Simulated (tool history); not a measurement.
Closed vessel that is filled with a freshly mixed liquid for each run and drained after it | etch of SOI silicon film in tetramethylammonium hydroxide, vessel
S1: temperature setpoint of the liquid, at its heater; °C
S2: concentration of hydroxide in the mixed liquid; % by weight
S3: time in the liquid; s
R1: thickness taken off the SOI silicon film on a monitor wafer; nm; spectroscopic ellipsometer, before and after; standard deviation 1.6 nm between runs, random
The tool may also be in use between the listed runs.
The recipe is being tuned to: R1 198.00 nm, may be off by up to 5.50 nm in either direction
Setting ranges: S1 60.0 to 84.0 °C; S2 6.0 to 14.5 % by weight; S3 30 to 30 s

{"run": 1, "hour": 0.0, "S1": 73.0, "S2": 9.5, "S3": 30, "R1": 281.51}
{"run": 2, "hour": 3.0, "S1": 68.5, "S2": 9.5, "S3": 30, "R1": 218.21}
{"run": 3, "hour": 6.1, "S1": 67.5, "S2": 9.5, "S3": 30, "R1": 206.5}
{"run": 4, "hour": 12.8, "S1": 67.5, "S2": 11.5, "S3": 30, "R1": 188.98}
{"run": 5, "hour": 16.2, "S1": 73.5, "S2": 11.5, "S3": 30, "R1": 269.62}
{"run": 6, "hour": 16.8, "S1": 73.0, "S2": 11.5, "S3": 30, "R1": 261.52}
{"run": 7, "hour": 24.2, "S1": 73.0, "S2": 11.5, "S3": 30, "R1": 265.23}
{"run": 8, "hour": 29.6, "S1": 72.5, "S2": 11.5, "S3": 30, "R1": 254.79}
{"run": 9, "hour": 37.8, "S1": 72.0, "S2": 11.5, "S3": 30, "R1": 247.63}
{"run": 10, "hour": 46.4, "S1": 67.5, "S2": 11.5, "S3": 30, "R1": 190.93}

Exercise: of the 4 proposed moves below, exactly one satisfies all targets within the stated allowed misses. Which move is it?
{"run": "A", "hour": 55.0, "S1": 65.5, "S2": 10.0, "S3": 30, "R1": "?"}
{"run": "B", "hour": 55.0, "S1": 67.5, "S2": 12.5, "S3": 30, "R1": "?"}
{"run": "C", "hour": 55.0, "S1": 67.5, "S2": 10.5, "S3": 30, "R1": "?"}
{"run": "D", "hour": 55.0, "S1": 67.0, "S2": 11.5, "S3": 30, "R1": "?"}

move=A R1=175.87
move=B R1=182.55
move=C R1=195.12
move=D R1=183.29
A: moves away from the targets compared with the last run
B: moves away from the targets compared with the last run
C: meets every target
D: moves away from the targets compared with the last run
The right move is C.
